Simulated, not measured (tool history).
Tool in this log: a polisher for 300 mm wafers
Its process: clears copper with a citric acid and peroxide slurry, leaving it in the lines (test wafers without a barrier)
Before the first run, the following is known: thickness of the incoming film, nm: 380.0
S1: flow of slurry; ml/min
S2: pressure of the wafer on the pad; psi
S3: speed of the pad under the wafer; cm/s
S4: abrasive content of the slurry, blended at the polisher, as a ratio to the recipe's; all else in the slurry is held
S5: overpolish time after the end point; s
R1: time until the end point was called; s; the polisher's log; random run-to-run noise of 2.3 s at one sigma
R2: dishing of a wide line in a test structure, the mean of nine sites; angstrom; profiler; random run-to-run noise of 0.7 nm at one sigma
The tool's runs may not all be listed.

run	hour	S1	S2	S3	S4	S5	R1	R2
1	0	210	3	106	1	28	174.89	390.57
2	7.6	210	2.9	106	1	31	182.79	415.5
3	16.3	210	2.8	106	1	33	188.45	410.39
4	19.7	210	2.8	106	1.1	33	182.26	415.32
5	28.1	210	2.8	106	1.1	21	183.95	296.26
6	34.5	210	2.8	106	1.1	28	183.17	372.06
7	43	205	2.7	106	1.1	31	187.9	392.42
8	47.5	205	2.6	106	1.1	33	198.39	397.72
9	51.6	200	2.6	106	1.1	35	201.84	417.23

What will run 10 give?
10	56.3	190	2.6	106	1.1	36	?	?

Run 10 measured R1 199.41 s, R2 421.92 angstrom.

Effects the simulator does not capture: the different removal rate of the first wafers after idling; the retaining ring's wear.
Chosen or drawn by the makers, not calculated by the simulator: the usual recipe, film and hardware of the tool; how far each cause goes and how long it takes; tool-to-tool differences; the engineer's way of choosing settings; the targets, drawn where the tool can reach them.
